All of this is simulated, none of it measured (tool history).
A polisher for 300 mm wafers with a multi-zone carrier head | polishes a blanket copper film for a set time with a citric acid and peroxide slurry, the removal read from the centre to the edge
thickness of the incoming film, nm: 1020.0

run	hour	flow of slurry (ml/min)	pressure of the head's centre zone	pressure of the head's middle zone	pressure of the head's edge zone	abrasive content of the slurry	polishing time (s)	film removed at the wafer's centre (angstrom)	film removed at mid-radius (angstrom)	film removed at the wafer's edge (angstrom)
1	0	175	1	1	1	1	70	1378.8	1382.7	1393.6
2	1.3	175	1	1	1	1.15	70	1407.8	1433.9	1447.5
3	4.5	170	0.98	0.99	0.99	1.1	70	1334.4	1384.1	1417.1
4	11.9	185	0.98	0.99	0.99	1.1	70	1377.5	1381.8	1403.3
5	12.9	155	0.98	0.99	0.99	1.1	70	1336	1374.4	1386
6	19	155	0.98	0.99	1.07	1.1	70	1313.8	1349.6	1413.2
7	27.7	150	0.97	0.98	1.06	1.05	70	1291.8	1342.1	1388.9
8	32.7	150	0.96	0.97	1.06	1	70	1286.2	1315.7	1377.2

Run 9 has not been measured yet. What should we expect?
9	39.6	145	0.95	0.96	1.06	0.95	69	?	?	?

For run 9 the tool returned film removed at the wafer's centre (angstrom) 1210.5, film removed at mid-radius (angstrom) 1268.3, film removed at the wafer's edge (angstrom) 1353.6.
